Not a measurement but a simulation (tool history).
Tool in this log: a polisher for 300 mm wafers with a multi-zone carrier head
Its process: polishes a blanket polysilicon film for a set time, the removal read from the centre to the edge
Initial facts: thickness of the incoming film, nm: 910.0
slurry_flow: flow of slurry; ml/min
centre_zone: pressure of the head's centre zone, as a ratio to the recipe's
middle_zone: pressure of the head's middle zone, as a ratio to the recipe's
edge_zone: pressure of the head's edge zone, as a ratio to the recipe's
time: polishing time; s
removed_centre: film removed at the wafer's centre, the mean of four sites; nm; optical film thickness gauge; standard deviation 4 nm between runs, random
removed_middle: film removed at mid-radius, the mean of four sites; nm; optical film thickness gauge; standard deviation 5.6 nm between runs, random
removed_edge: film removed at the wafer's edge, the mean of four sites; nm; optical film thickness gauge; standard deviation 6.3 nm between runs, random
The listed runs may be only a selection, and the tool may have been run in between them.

{"run": 1, "day": 0.0, "slurry_flow": 225, "centre_zone": 1, "middle_zone": 1, "edge_zone": 1, "time": 49, "removed_centre": 314.59, "removed_middle": 313.22, "removed_edge": 306.58}
{"run": 2, "day": 0.217, "slurry_flow": 225, "centre_zone": 1.07, "middle_zone": 1, "edge_zone": 1, "time": 49, "removed_centre": 337.72, "removed_middle": 310.7, "removed_edge": 299.3}
{"run": 3, "day": 0.488, "slurry_flow": 280, "centre_zone": 1.07, "middle_zone": 1, "edge_zone": 1, "time": 49, "removed_centre": 345.23, "removed_middle": 317.42, "removed_edge": 303.25}
{"run": 4, "day": 0.788, "slurry_flow": 275, "centre_zone": 1.07, "middle_zone": 1.01, "edge_zone": 1.02, "time": 53, "removed_centre": 366.82, "removed_middle": 349.9, "removed_edge": 337.31}
{"run": 5, "day": 1.004, "slurry_flow": 275, "centre_zone": 1.09, "middle_zone": 1.02, "edge_zone": 1.04, "time": 55, "removed_centre": 396.33, "removed_middle": 362.32, "removed_edge": 352.2}
{"run": 6, "day": 1.212, "slurry_flow": 275, "centre_zone": 1.09, "middle_zone": 1.02, "edge_zone": 1.04, "time": 44, "removed_centre": 323.1, "removed_middle": 290.58, "removed_edge": 280.43}
{"run": 7, "day": 1.275, "slurry_flow": 275, "centre_zone": 1.09, "middle_zone": 1.03, "edge_zone": 1.06, "time": 49, "removed_centre": 350.28, "removed_middle": 333.89, "removed_edge": 313.73}

Predict the results of run 8:
{"run": 8, "day": 1.45, "slurry_flow": 275, "centre_zone": 1.1, "middle_zone": 1.02, "edge_zone": 1.08, "time": 53, "removed_centre": "?", "removed_middle": "?", "removed_edge": "?"}

For run 8 the tool returned removed_centre 381.79 nm, removed_middle 347.18 nm, removed_edge 351.17 nm.
